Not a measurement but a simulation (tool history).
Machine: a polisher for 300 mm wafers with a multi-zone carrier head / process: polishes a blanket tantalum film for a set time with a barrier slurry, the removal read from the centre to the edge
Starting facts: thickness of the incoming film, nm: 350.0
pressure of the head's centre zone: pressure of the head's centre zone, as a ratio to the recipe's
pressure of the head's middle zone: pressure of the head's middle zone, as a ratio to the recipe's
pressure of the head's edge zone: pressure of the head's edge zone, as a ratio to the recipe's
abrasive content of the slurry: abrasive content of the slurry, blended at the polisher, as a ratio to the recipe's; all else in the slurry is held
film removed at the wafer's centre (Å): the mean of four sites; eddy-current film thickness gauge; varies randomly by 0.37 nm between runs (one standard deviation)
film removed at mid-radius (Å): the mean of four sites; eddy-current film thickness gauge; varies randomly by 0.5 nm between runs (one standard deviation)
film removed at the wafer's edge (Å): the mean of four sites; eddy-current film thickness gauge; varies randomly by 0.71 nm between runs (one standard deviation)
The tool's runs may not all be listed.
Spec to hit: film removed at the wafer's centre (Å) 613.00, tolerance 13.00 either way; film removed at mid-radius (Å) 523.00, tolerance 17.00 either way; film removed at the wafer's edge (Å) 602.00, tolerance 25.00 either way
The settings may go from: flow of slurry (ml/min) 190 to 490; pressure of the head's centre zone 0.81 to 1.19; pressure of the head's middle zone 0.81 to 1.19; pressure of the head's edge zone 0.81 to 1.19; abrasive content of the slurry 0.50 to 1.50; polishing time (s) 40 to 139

| run | day | flow of slurry (ml/min) | pressure of the head's centre zone | pressure of the head's middle zone | pressure of the head's edge zone | abrasive content of the slurry | polishing time (s) | film removed at the wafer's centre (Å) | film removed at mid-radius (Å) | film removed at the wafer's edge (Å) |
|---|---|---|---|---|---|---|---|---|---|---|
| 1 | 0.000 | 315 | 1.00 | 1.00 | 1.00 | 1.00 | 89 | 1099.50 | 1073.30 | 1081.90 |
| 2 | 0.288 | 315 | 1.00 | 1.00 | 1.06 | 1.00 | 89 | 1085.70 | 1066.50 | 1083.30 |
| 3 | 0.492 | 315 | 1.00 | 0.98 | 1.06 | 0.95 | 84 | 1022.50 | 982.44 | 1016.70 |
| 4 | 0.783 | 315 | 1.00 | 0.96 | 1.06 | 0.90 | 80 | 958.61 | 903.69 | 951.76 |
| 5 | 1.004 | 315 | 1.00 | 0.96 | 1.12 | 0.90 | 80 | 953.92 | 910.78 | 977.00 |
| 6 | 1.317 | 315 | 1.00 | 0.96 | 1.19 | 0.90 | 80 | 953.07 | 909.33 | 1023.10 |
| 7 | 1.675 | 310 | 1.00 | 0.94 | 1.17 | 0.85 | 77 | 920.87 | 862.98 | 947.16 |
| 8 | 1.733 | 280 | 0.97 | 0.84 | 1.19 | 0.60 | 52 | 542.32 | 479.09 | 597.43 |
| 9 | 1.983 | 295 | 0.98 | 0.84 | 1.18 | 0.60 | 52 | 557.32 | 484.92 | 600.34 |
| 10 | 2.083 | 310 | 0.98 | 0.84 | 1.17 | 0.60 | 52 | 558.82 | 476.32 | 589.10 |
| 11 | 2.458 | 315 | 0.98 | 0.85 | 1.17 | 0.60 | 52 | 551.25 | 489.87 | 586.28 |
| 12 | 2.642 | 315 | 0.99 | 0.85 | 1.17 | 0.60 | 52 | 558.08 | 477.19 | 589.09 |
| 13 | 2.942 | 315 | 1.00 | 0.86 | 1.17 | 0.60 | 52 | 571.75 | 493.72 | 593.64 |

Next run, 4 choices. One meets every target within its allowed miss, the rest don't. Which?
| A | 3.242 | 305 | 1.02 | 0.87 | 1.09 | 0.60 | 55 | ? | ? | ? |
| B | 3.242 | 300 | 0.99 | 0.89 | 1.17 | 0.60 | 60 | ? | ? | ? |
| C | 3.242 | 460 | 1.10 | 0.96 | 1.04 | 0.55 | 50 | ? | ? | ? |
| D | 3.242 | 235 | 0.97 | 0.87 | 1.19 | 0.55 | 61 | ? | ? | ? |

| move | film removed at the wafer's centre (Å) | film removed at mid-radius (Å) | film removed at the wafer's edge (Å) |
|---|---|---|---|
| A | 610.47 | 520.27 | 596.50 |
| B | 645.31 | 577.53 | 673.86 |
| C | 607.11 | 518.39 | 530.79 |
| D | 613.89 | 551.86 | 665.88 |
A: each result inside its tolerance
B: pushes the last run's worst result past its target
C: brings the result that was furthest off to its target, and leaves another outside
D: brings the result that was furthest off to its target, and leaves another outside
The right move is A.

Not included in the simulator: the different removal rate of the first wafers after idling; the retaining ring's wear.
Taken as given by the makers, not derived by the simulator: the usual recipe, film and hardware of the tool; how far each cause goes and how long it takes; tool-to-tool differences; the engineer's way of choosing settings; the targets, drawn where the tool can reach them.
